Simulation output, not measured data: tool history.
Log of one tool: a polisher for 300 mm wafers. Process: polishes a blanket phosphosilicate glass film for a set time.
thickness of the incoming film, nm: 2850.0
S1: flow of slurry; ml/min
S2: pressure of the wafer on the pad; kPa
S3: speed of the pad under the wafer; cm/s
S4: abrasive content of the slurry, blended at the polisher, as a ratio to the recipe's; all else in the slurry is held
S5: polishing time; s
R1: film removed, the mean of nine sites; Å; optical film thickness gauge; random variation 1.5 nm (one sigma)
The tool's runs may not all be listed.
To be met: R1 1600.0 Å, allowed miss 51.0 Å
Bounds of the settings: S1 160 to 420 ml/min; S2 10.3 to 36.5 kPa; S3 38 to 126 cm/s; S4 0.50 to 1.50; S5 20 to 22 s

Run 1, day 0.000: S1 270 ml/min, S2 23.4 kPa, S3 82 cm/s, S4 1.00, S5 22 s. Result: R1 2032.5 Å.
Run 2, day 0.062: S1 295 ml/min, S2 23.4 kPa, S3 82 cm/s, S4 1.00, S5 22 s. Result: R1 2036.9 Å.
Run 3, day 0.217: S1 295 ml/min, S2 22.1 kPa, S3 82 cm/s, S4 1.00, S5 22 s. Result: R1 1920.0 Å.
Run 4, day 0.496: S1 295 ml/min, S2 21.4 kPa, S3 82 cm/s, S4 1.00, S5 22 s. Result: R1 1889.2 Å.
Run 5, day 0.671: S1 295 ml/min, S2 20.7 kPa, S3 82 cm/s, S4 1.00, S5 22 s. Result: R1 1831.3 Å.
Run 6, day 0.829: S1 250 ml/min, S2 20.7 kPa, S3 82 cm/s, S4 1.00, S5 22 s. Result: R1 1840.6 Å.
Run 7, day 1.200: S1 250 ml/min, S2 20.0 kPa, S3 82 cm/s, S4 1.00, S5 22 s. Result: R1 1808.7 Å.
Run 8, day 1.554: S1 250 ml/min, S2 19.3 kPa, S3 82 cm/s, S4 1.00, S5 22 s. Result: R1 1715.2 Å.
Run 9, day 1.900: S1 250 ml/min, S2 18.6 kPa, S3 82 cm/s, S4 1.00, S5 22 s. Result: R1 1689.5 Å.

Which of these 5 next moves meets every target?
Run A, day 2.246: S1 290 ml/min, S2 11.0 kPa, S3 116 cm/s, S4 1.05, S5 21 s. Result: R1 ?.
Run B, day 2.246: S1 205 ml/min, S2 24.1 kPa, S3 60 cm/s, S4 0.95, S5 21 s. Result: R1 ?.
Run C, day 2.246: S1 305 ml/min, S2 16.5 kPa, S3 88 cm/s, S4 0.75, S5 22 s. Result: R1 ?.
Run D, day 2.246: S1 275 ml/min, S2 19.3 kPa, S3 94 cm/s, S4 0.95, S5 20 s. Result: R1 ?.
Run E, day 2.246: S1 345 ml/min, S2 21.4 kPa, S3 80 cm/s, S4 0.90, S5 21 s. Result: R1 ?.

move      R1
   A  1576.4
   B  1485.4
   C  1464.5
   D  1712.8
   E  1713.5
A: meets every target
B: takes the result that was furthest off past its target
C: takes the result that was furthest off past its target
D: further off than the last run
E: further off than the last run
The right move is A.

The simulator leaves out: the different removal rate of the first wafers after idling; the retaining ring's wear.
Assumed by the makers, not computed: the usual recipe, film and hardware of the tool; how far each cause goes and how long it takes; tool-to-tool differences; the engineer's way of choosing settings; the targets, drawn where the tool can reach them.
